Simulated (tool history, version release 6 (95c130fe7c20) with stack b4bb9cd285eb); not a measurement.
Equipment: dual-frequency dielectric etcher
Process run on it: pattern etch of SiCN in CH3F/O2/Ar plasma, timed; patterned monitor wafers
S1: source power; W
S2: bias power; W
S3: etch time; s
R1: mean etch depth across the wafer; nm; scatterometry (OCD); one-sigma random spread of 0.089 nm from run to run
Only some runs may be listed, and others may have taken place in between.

run	hour	S1	S2	S3	R1
1	0	440	60	61.5	22.629
2	4.7	440	55	61.5	22.013
3	8.6	440	55	61.5	21.835
4	17.2	470	56	61.5	22.56
5	20.6	490	56	61.5	22.912
6	25.7	490	46	61.5	21.137
# hour 28.6: source power generator calibrated
7	28.6	490	46	61.5	21.052
8	33.9	520	48	61.5	21.669
9	37.5	540	50	61.5	22.434
10	40.7	540	50	61.5	22.517
11	48.6	560	51	61.5	22.64

Run 12 is up next; what results do you expect?
12	55	620	60	61.5	?

R1: 24.905 nm
